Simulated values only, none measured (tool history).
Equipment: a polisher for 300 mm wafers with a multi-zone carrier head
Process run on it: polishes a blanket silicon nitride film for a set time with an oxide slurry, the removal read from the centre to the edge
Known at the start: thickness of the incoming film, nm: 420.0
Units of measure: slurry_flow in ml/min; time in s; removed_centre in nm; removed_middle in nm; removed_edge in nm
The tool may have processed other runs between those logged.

| run | day | slurry_flow | centre_zone | middle_zone | edge_zone | slurry_solids | time | removed_centre | removed_middle | removed_edge |
|---|---|---|---|---|---|---|---|---|---|---|
| 1 | 0 | 180 | 1 | 1 | 1 | 1 | 40 | 30.83 | 33.701 | 33.719 |
| 2 | 0.225 | 180 | 1 | 1 | 0.94 | 1 | 40 | 30.963 | 33.986 | 33.037 |
| 3 | 0.438 | 180 | 1 | 1 | 0.94 | 1.2 | 40 | 33.17 | 36.007 | 34.695 |
| 4 | 0.75 | 180 | 1 | 1 | 0.94 | 1 | 40 | 30.783 | 33.203 | 32.722 |
| 5 | 1.092 | 180 | 1 | 0.93 | 0.94 | 1 | 40 | 30.523 | 31.341 | 32.811 |
|  | 1.442 | centre zone pressure recalibrated |
| 6 | 1.442 | 135 | 1 | 0.93 | 0.94 | 1 | 40 | 32.571 | 30.763 | 31.811 |
| 7 | 1.808 | 130 | 1.01 | 0.96 | 0.92 | 0.9 | 40 | 30.674 | 30.644 | 30.332 |
| 8 | 1.925 | 125 | 1.03 | 0.97 | 0.9 | 0.8 | 40 | 30.277 | 29.354 | 28.462 |
| 9 | 2.138 | 120 | 1.03 | 0.98 | 0.88 | 0.75 | 40 | 29.677 | 28.344 | 27.438 |

The next listed run, before its measurement:
| 10 | 2.388 | 120 | 1.03 | 1 | 0.87 | 0.7 | 40 | ? | ? | ? |

Run 10 came out at removed_centre 28.645 nm, removed_middle 27.897 nm, removed_edge 26.5 nm.
